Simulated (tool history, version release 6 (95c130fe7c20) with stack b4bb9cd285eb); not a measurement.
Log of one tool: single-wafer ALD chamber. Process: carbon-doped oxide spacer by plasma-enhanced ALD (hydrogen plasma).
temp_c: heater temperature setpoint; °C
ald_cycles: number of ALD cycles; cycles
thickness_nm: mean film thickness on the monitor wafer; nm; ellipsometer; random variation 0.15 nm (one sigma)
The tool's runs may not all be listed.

run  hour  temp_c  ald_cycles  thickness_nm
  1     0     385         533        29.936
  2     4     389         533        29.928
  3   7.2     389         558         31.43
  4  13.4     389         620        34.658
  5  22.3     389         629        35.633
  6  23.1     389         589        33.196

Forecast run 7:
  7  23.8     389         603             ?

Run 7 gave thickness_nm 33.949 nm.
